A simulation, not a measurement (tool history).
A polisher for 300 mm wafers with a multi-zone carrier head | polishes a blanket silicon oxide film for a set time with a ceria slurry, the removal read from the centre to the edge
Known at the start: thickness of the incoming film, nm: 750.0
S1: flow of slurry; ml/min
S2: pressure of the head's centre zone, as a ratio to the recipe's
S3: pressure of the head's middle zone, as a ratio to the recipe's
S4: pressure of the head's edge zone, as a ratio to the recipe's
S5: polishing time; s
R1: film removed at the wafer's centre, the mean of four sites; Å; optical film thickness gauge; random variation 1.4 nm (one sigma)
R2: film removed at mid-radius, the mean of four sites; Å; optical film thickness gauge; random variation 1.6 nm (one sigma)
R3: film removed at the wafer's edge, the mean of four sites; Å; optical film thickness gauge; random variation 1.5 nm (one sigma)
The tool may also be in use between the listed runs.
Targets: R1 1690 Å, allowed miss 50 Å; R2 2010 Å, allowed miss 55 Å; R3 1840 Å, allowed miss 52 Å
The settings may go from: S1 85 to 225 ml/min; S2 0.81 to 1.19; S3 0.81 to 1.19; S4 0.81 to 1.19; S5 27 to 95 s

run,hour,S1,S2,S3,S4,S5,R1,R2,R3
1,0,145,1,1,1,61,2909.8,2875.2,2860.9
2,3,145,1.05,1,1,61,2962.4,2906.2,2851.1
3,11.8,125,1.05,1,1,61,2869.3,2774.3,2803.4
4,18.1,125,1.05,1,1.06,61,2917.2,2779.8,2843.6
5,26.5,125,1.01,1.02,1.03,55,2531.2,2576.2,2522.7
6,31.3,120,0.98,1.02,1.01,52,2282.2,2377.7,2370.5
7,37.4,120,0.97,1.03,0.98,49,2117,2269.4,2193.4
8,44.6,115,0.95,1.04,0.95,48,2030.6,2221.6,2157.5
9,52.6,115,0.94,1.05,0.94,46,1926.1,2150,2024.1
10,58.4,90,0.86,1.03,0.86,45,1570.3,1898.8,1799.7
11,66,95,0.86,1.03,0.85,45,1614.1,1953.3,1861.3
12,74.8,95,0.87,1.04,0.84,45,1636.9,1987.3,1864.2
13,80.1,95,0.88,1.04,0.84,44,1596.3,1912.8,1824
14,81.9,125,0.91,1.07,0.81,44,1838.2,2152,1920.8
15,86,120,0.91,1.07,0.81,44,1812.1,2115.4,1884
16,93.9,115,0.91,1.07,0.82,44,1773.1,2063.6,1895.3
17,97.3,110,0.9,1.08,0.81,44,1738.7,2069.6,1844.8

4 next moves are on the table. One of them brings every result within its allowed miss. Which?
A,100.7,125,0.92,1.1,0.81,40,?,?,?
B,100.7,110,0.9,1.07,0.87,43,?,?,?
C,100.7,100,0.84,1.08,0.9,47,?,?,?
D,100.7,110,0.87,0.96,0.86,47,?,?,?

move,R1,R2,R3
A,1671,1993.1,1704.8
B,1688.1,2019.6,1825.6
C,1666.7,2159.2,1974.3
D,1784,2014.2,1991.7
A: brings the result that was furthest off to its target, and leaves another outside
B: meets every target
C: further off than the last run
D: brings the result that was furthest off to its target, and leaves another outside
Move B is the one to make.
